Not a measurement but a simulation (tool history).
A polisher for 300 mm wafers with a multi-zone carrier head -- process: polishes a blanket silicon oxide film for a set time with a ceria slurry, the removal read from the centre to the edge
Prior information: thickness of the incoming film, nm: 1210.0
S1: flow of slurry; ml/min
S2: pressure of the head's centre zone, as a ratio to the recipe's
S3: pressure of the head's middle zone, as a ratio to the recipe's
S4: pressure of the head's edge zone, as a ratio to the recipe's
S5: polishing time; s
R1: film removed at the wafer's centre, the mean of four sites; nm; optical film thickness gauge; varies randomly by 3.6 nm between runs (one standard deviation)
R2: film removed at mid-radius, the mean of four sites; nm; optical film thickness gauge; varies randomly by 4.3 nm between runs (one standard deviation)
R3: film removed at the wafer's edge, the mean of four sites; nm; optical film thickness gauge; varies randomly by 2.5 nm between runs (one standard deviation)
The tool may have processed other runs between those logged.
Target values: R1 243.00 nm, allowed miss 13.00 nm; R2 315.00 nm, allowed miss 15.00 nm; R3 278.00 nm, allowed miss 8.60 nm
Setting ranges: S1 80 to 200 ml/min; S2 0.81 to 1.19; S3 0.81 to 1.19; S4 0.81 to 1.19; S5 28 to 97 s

run  hour   S1    S2    S3    S4  S5      R1      R2      R3
  1   0.0  130  1.00  1.00  1.00  62  494.48  462.95  474.30
  2   3.0  130  1.08  1.00  1.00  62  512.53  472.11  467.90
  3   7.5  125  1.04  1.03  0.99  58  467.40  453.15  430.60
  4   8.1  120  1.01  1.05  1.01  54  411.32  415.40  403.02
  5  15.8  120  1.01  1.05  1.07  54  411.98  420.73  415.24
  6  17.9   95  1.01  1.05  1.07  54  379.73  387.45  399.66
  7  19.0   95  0.91  1.15  0.97  36  227.62  284.90  252.12
  8  25.6  100  0.91  1.15  0.98  36  231.79  289.50  256.28
  9  26.2  105  0.91  1.15  0.99  36  237.11  288.26  256.46
 10  34.1  105  0.90  1.15  0.99  37  241.11  296.67  267.04
 11  40.1  105  0.89  1.16  0.99  37  240.89  303.27  264.88
 12  44.1  120  0.86  1.16  1.05  38  253.54  322.08  293.03

Exactly one of the 5 candidate moves below puts every result within its allowed miss. Which one?
  A  48.1  125  0.82  1.04  1.18  39   ?   ?   ?
  B  48.1   90  0.96  1.09  1.01  37   ?   ?   ?
  C  48.1  135  0.89  1.19  1.00  35   ?   ?   ?
  D  48.1   95  0.89  1.19  1.02  39   ?   ?   ?
  E  48.1  160  0.94  1.14  0.92  37   ?   ?   ?

move      R1      R2      R3
   A  247.95  305.54  320.34
   B  245.54  272.64  262.18
   C  247.11  313.53  267.48
   D  245.45  316.11  280.89
   E  287.29  330.91  279.08
A: the biggest miss grows against the last run
B: pushes the last run's worst result past its target
C: pushes the last run's worst result past its target
D: all results land within tolerance of their targets
E: the worst result of the last run now meets its target, but another is out of spec
D is the move that brings every result within its allowed miss.
